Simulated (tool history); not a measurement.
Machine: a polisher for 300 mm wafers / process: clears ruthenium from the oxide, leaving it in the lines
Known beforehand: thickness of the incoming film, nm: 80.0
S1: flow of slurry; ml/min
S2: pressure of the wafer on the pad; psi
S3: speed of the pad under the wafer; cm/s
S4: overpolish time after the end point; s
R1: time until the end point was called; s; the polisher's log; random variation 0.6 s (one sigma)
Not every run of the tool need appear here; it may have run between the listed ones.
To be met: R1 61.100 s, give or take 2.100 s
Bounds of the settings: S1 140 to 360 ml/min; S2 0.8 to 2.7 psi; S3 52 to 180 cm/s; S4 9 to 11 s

{"run": 1, "hour": 0.0, "S1": 230, "S2": 1.7, "S3": 116, "S4": 11, "R1": 91.084}
{"run": 2, "hour": 4.6, "S1": 230, "S2": 1.9, "S3": 116, "S4": 11, "R1": 82.845}
{"run": 3, "hour": 11.2, "S1": 230, "S2": 1.9, "S3": 144, "S4": 11, "R1": 71.956}
{"run": 4, "hour": 16.5, "S1": 230, "S2": 2.0, "S3": 144, "S4": 11, "R1": 67.278}
{"run": 5, "hour": 18.8, "S1": 175, "S2": 2.0, "S3": 144, "S4": 11, "R1": 69.771}
{"run": 6, "hour": 27.0, "S1": 195, "S2": 2.0, "S3": 144, "S4": 11, "R1": 69.656}
{"run": 7, "hour": 28.1, "S1": 205, "S2": 2.1, "S3": 144, "S4": 11, "R1": 64.75}
{"run": 8, "hour": 30.8, "S1": 210, "S2": 2.1, "S3": 144, "S4": 11, "R1": 64.532}
{"run": 9, "hour": 37.3, "S1": 215, "S2": 2.1, "S3": 144, "S4": 11, "R1": 65.641}

Exercise: of the 5 proposed moves below, exactly one satisfies all targets within the stated allowed misses. Which move is it?
{"run": "A", "hour": 43.8, "S1": 230, "S2": 2.2, "S3": 146, "S4": 11, "R1": "?"}
{"run": "B", "hour": 43.8, "S1": 215, "S2": 2.3, "S3": 112, "S4": 11, "R1": "?"}
{"run": "C", "hour": 43.8, "S1": 190, "S2": 1.7, "S3": 162, "S4": 11, "R1": "?"}
{"run": "D", "hour": 43.8, "S1": 230, "S2": 2.1, "S3": 130, "S4": 11, "R1": "?"}
{"run": "E", "hour": 43.8, "S1": 150, "S2": 2.1, "S3": 140, "S4": 9, "R1": "?"}

move=A R1=60.449
move=B R1=69.164
move=C R1=73.796
move=D R1=68.317
move=E R1=68.152
A: all results land within tolerance of their targets
B: moves away from the targets compared with the last run
C: moves away from the targets compared with the last run
D: moves away from the targets compared with the last run
E: moves away from the targets compared with the last run
So the answer is move A, the one that meets all the targets.
